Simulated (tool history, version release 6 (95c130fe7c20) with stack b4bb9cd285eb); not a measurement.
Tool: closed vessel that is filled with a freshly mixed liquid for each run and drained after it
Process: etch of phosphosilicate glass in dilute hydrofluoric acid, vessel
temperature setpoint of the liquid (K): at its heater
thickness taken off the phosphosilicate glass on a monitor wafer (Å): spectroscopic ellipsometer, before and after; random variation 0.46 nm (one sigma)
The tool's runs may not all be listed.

run  hour  temperature setpoint of the liquid (K)  parts of water to one part of 49 % hydrofluoric acid (parts by volume)  time in the liquid (s)  thickness taken off the phosphosilicate glass on a monitor wafer (Å)
  1   0.0                                  296.15                                                                     150                     100                                                                933.29
  2   4.0                                  296.15                                                                     200                     100                                                                667.70
  3   6.7                                  296.15                                                                     200                     105                                                                697.83
  4   8.9                                  298.65                                                                     185                     105                                                                847.07
     14.2  -- hydrofluoric acid flow meter replaced
  5  14.2                                  298.65                                                                     185                     100                                                                703.06
  6  19.3                                  298.65                                                                     160                     100                                                                841.19
  7  23.6                                  298.65                                                                     135                     100                                                               1024.30
  8  32.4                                  298.65                                                                     120                     100                                                               1172.50

The next listed run, before its measurement:
  9  39.6                                  298.65                                                                     115                     100                                                                     ?

Run 9 gave thickness taken off the phosphosilicate glass on a monitor wafer (Å) 1227.70.

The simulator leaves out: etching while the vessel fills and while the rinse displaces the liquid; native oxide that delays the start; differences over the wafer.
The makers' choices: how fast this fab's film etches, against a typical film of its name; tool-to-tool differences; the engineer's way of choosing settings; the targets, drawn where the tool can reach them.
